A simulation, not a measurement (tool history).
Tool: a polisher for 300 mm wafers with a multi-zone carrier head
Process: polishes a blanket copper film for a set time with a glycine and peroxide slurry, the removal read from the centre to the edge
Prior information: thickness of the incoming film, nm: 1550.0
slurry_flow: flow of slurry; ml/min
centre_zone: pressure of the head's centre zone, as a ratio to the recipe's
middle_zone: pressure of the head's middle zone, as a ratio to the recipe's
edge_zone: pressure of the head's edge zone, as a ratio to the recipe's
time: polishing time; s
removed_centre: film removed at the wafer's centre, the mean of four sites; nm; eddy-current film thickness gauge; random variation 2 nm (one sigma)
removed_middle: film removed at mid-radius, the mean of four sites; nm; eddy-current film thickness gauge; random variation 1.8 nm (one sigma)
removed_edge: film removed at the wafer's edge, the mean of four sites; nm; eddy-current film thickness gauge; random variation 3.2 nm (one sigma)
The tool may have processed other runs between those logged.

run	hour	slurry_flow	centre_zone	middle_zone	edge_zone	time	removed_centre	removed_middle	removed_edge
1	0.0	215	1.00	1.00	1.00	31	175.64	183.80	189.13
2	2.1	215	1.00	1.00	1.00	38	216.37	220.44	232.22
3	8.0	215	0.96	1.00	1.00	38	205.97	219.66	231.25
4	14.8	215	0.96	1.00	0.97	38	204.29	225.63	227.46
5	17.3	250	0.96	1.00	0.97	38	213.47	230.95	230.90
6	20.5	250	0.96	0.94	0.97	38	212.40	221.82	235.07
7	23.4	250	0.97	0.94	0.96	38	217.42	221.46	241.64
8	24.4	250	0.98	0.95	0.96	38	212.63	222.90	237.18
9	25.1	250	1.00	0.96	0.96	38	221.81	224.57	234.29

Run 10 comes next. What will it give?
10	28.8	250	1.00	0.96	0.95	38	?	?	?

For run 10 the tool returned removed_centre 221.79 nm, removed_middle 222.70 nm, removed_edge 232.17 nm.
